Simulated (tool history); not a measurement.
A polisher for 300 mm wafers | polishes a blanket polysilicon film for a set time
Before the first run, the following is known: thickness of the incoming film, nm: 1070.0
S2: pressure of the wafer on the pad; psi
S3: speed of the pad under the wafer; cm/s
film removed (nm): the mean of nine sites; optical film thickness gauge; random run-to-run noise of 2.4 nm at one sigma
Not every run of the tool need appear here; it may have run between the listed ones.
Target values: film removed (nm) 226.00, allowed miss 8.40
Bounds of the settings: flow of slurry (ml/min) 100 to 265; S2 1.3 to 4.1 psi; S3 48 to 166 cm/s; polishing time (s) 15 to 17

run 1 hour=0.0 | flow_of_slurry_(ml/min)=170 S2=2.7 S3=106 polishing_time_(s)=17 | film_removed_(nm)=134.30
run 2 hour=7.8 | flow_of_slurry_(ml/min)=170 S2=2.7 S3=106 polishing_time_(s)=15 | film_removed_(nm)=118.18
run 3 hour=12.4 | flow_of_slurry_(ml/min)=190 S2=2.7 S3=106 polishing_time_(s)=15 | film_removed_(nm)=118.74
run 4 hour=14.0 | flow_of_slurry_(ml/min)=190 S2=3.1 S3=110 polishing_time_(s)=15 | film_removed_(nm)=135.69
run 5 hour=18.8 | flow_of_slurry_(ml/min)=190 S2=3.1 S3=120 polishing_time_(s)=15 | film_removed_(nm)=146.43
run 6 hour=22.3 | flow_of_slurry_(ml/min)=190 S2=2.7 S3=120 polishing_time_(s)=15 | film_removed_(nm)=134.36
run 7 hour=29.3 | flow_of_slurry_(ml/min)=190 S2=3.0 S3=126 polishing_time_(s)=15 | film_removed_(nm)=152.72
run 8 hour=32.5 | flow_of_slurry_(ml/min)=190 S2=3.3 S3=130 polishing_time_(s)=15 | film_removed_(nm)=165.19
run 9 hour=33.7 | flow_of_slurry_(ml/min)=190 S2=3.5 S3=136 polishing_time_(s)=15 | film_removed_(nm)=182.88
run 10 hour=39.4 | flow_of_slurry_(ml/min)=190 S2=3.6 S3=140 polishing_time_(s)=15 | film_removed_(nm)=190.68
run 11 hour=39.9 | flow_of_slurry_(ml/min)=190 S2=3.7 S3=142 polishing_time_(s)=15 | film_removed_(nm)=193.31
run 12 hour=46.4 | flow_of_slurry_(ml/min)=190 S2=3.8 S3=144 polishing_time_(s)=15 | film_removed_(nm)=205.52
run 13 hour=47.6 | flow_of_slurry_(ml/min)=190 S2=3.9 S3=146 polishing_time_(s)=15 | film_removed_(nm)=206.84
run 14 hour=51.2 | flow_of_slurry_(ml/min)=190 S2=4.0 S3=148 polishing_time_(s)=15 | film_removed_(nm)=210.64

5 candidate next runs follow, results not yet known. Just one meets every target within its allowed miss. Identify it.
run A hour=54.8 | flow_of_slurry_(ml/min)=195 S2=3.5 S3=146 polishing_time_(s)=15 | film_removed_(nm)=?
run B hour=54.8 | flow_of_slurry_(ml/min)=170 S2=3.8 S3=134 polishing_time_(s)=15 | film_removed_(nm)=?
run C hour=54.8 | flow_of_slurry_(ml/min)=200 S2=3.3 S3=154 polishing_time_(s)=17 | film_removed_(nm)=?
run D hour=54.8 | flow_of_slurry_(ml/min)=105 S2=4.0 S3=144 polishing_time_(s)=15 | film_removed_(nm)=?
run E hour=54.8 | flow_of_slurry_(ml/min)=220 S2=3.7 S3=132 polishing_time_(s)=15 | film_removed_(nm)=?

move=A film_removed_(nm)=193.70
move=B film_removed_(nm)=185.63
move=C film_removed_(nm)=222.86
move=D film_removed_(nm)=193.73
move=E film_removed_(nm)=184.77
A: further off than the last run
B: further off than the last run
C: hits every target within its allowed miss
D: further off than the last run
E: further off than the last run
C is the move that brings every result within its allowed miss.
